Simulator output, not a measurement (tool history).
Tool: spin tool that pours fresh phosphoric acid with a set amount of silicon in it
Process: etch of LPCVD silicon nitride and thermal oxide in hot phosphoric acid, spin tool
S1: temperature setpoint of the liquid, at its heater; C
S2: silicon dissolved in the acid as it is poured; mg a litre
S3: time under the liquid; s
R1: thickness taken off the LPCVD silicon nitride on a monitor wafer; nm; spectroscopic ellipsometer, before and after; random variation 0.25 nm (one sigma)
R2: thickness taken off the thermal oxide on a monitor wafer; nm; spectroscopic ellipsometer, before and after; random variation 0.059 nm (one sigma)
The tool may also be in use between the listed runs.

| run | day | S1 | S2 | S3 | R1 | R2 |
|---|---|---|---|---|---|---|
| 1 | 0 | 162 | 11 | 180 | 17.718 | 0.47488 |
| 2 | 0.238 | 162 | 16 | 180 | 17.471 | 0.40396 |
| 3 | 0.533 | 163 | 15 | 195 | 19.748 | 0.39886 |
| 4 | 0.892 | 163 | 11.5 | 205 | 21.161 | 0.56457 |
| 5 | 1.1 | 164 | 11 | 210 | 22.43 | 0.61417 |
| 6 | 1.346 | 164 | 11 | 170 | 18.074 | 0.5181 |
| 7 | 1.708 | 164.5 | 11 | 185 | 20.069 | 0.53944 |
| 8 | 1.846 | 164.5 | 11 | 185 | 20.075 | 0.62906 |
| 9 | 2.2 | 165 | 12 | 195 | 21.497 | 0.55226 |

The next listed run, before its measurement:
|  | 2.538 | dissolved silicon flow meter replaced |
| 10 | 2.538 | 165.5 | 11.5 | 200 | ? | ? |

Run 10 gave R1 22.396 nm, R2 0.68066 nm.
